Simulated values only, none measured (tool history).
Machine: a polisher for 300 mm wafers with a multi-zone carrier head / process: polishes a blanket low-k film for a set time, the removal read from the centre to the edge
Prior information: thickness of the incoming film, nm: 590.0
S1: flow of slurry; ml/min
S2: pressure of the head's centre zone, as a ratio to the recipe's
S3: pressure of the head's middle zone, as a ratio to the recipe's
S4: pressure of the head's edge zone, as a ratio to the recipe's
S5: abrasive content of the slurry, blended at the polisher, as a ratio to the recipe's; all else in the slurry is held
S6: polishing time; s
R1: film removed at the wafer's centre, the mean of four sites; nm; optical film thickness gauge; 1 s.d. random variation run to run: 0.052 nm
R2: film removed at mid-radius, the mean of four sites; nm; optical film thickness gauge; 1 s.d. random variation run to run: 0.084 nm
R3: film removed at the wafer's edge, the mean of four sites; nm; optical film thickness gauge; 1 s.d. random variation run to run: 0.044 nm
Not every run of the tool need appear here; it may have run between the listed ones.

Run 1, hour 0: S1 225 ml/min, S2 1, S3 1, S4 1, S5 1, S6 48 s. Result: R1 9.5206 nm, R2 9.5637 nm, R3 9.469 nm.
Run 2, hour 7.8: S1 225 ml/min, S2 1, S3 1, S4 1.05, S5 1, S6 48 s. Result: R1 9.5904 nm, R2 9.4491 nm, R3 9.7582 nm.
Run 3, hour 8.6: S1 225 ml/min, S2 1.04, S3 1, S4 1.05, S5 1, S6 48 s. Result: R1 9.8365 nm, R2 9.6841 nm, R3 9.7475 nm.
Run 4, hour 13: S1 215 ml/min, S2 1, S3 0.98, S4 1, S5 0.85, S6 47 s. Result: R1 8.6254 nm, R2 8.5776 nm, R3 8.8527 nm.
Run 5, hour 21.1: S1 215 ml/min, S2 1, S3 0.98, S4 1.06, S5 0.85, S6 47 s. Result: R1 8.574 nm, R2 8.5203 nm, R3 8.9732 nm.
Run 6, hour 27.3: S1 215 ml/min, S2 1, S3 0.98, S4 1.06, S5 0.75, S6 47 s. Result: R1 8.3193 nm, R2 8.1156 nm, R3 8.6068 nm.
At hour 29.8: slurry nozzle cleaned.
Run 7, hour 29.8: S1 190 ml/min, S2 0.91, S3 0.91, S4 0.96, S5 0.5, S6 44 s. Result: R1 6.1425 nm, R2 6.2675 nm, R3 6.8442 nm.
Run 8, hour 37.9: S1 195 ml/min, S2 0.93, S3 0.91, S4 0.94, S5 0.5, S6 44 s. Result: R1 6.3655 nm, R2 6.3504 nm, R3 6.7616 nm.

Estimate the outcome of run 9 from the log above:
Run 9, hour 42.4: S1 200 ml/min, S2 0.94, S3 0.91, S4 0.93, S5 0.5, S6 44 s. Result: R1 ?, R2 ?, R3 ?.

R1: 6.428 nm
R2: 6.305 nm
R3: 6.8319 nm
